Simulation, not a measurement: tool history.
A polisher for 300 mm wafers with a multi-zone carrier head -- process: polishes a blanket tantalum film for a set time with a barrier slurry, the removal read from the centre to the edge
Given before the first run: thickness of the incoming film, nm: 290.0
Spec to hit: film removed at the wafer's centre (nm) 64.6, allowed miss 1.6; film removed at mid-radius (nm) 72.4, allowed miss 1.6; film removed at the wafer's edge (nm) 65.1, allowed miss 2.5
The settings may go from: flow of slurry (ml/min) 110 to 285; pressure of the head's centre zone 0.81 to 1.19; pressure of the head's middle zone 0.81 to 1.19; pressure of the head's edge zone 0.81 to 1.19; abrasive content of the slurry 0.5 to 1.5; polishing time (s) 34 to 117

run	hour	flow of slurry (ml/min)	pressure of the head's centre zone	pressure of the head's middle zone	pressure of the head's edge zone	abrasive content of the slurry	polishing time (s)	film removed at the wafer's centre (nm)	film removed at mid-radius (nm)	film removed at the wafer's edge (nm)
1	0	180	1	1	1	1	75	84.431	86.889	87.027
2	6.6	180	1	1	1	1	90	101.96	105.3	107.06
3	10.9	140	1	1	1	1	90	97.352	100.49	101.52
4	14.3	135	0.99	1	0.97	0.9	88	91.307	95.261	96.302
5	16.9	135	1.03	1	0.97	0.9	88	92.812	95.042	95.056
6	18.5	135	1.03	1	0.97	0.9	105	112.54	114.14	112.3
7	25.4	135	1.03	1.01	0.95	0.85	100	105.88	107.67	105.22
8	28.7	185	0.95	1.08	0.85	0.6	79	77.969	89.654	77.868
9	35.6	175	0.95	1.07	0.84	0.6	78	76.327	87.762	75.557
10	38.9	125	0.91	0.97	0.81	0.5	72	59.68	66.344	62.527

Next run, 4 choices. One meets every target within its allowed miss, the rest don't. Which?
A	42.2	110	1	0.93	0.86	0.7	67	?	?	?
B	42.2	110	0.95	1	0.92	0.7	64	?	?	?
C	42.2	155	0.96	1.05	0.85	0.55	69	?	?	?
D	42.2	120	0.89	1.04	0.81	0.55	71	?	?	?

move	film removed at the wafer's centre (nm)	film removed at mid-radius (nm)	film removed at the wafer's edge (nm)
A	62.337	61.011	62.354
B	56.8	61.95	61.367
C	65.181	72.427	64.611
D	58.209	69.453	62.271
A: further off than the last run
B: further off than the last run
C: all results in spec
D: further off than the last run
Move C is the one to make.
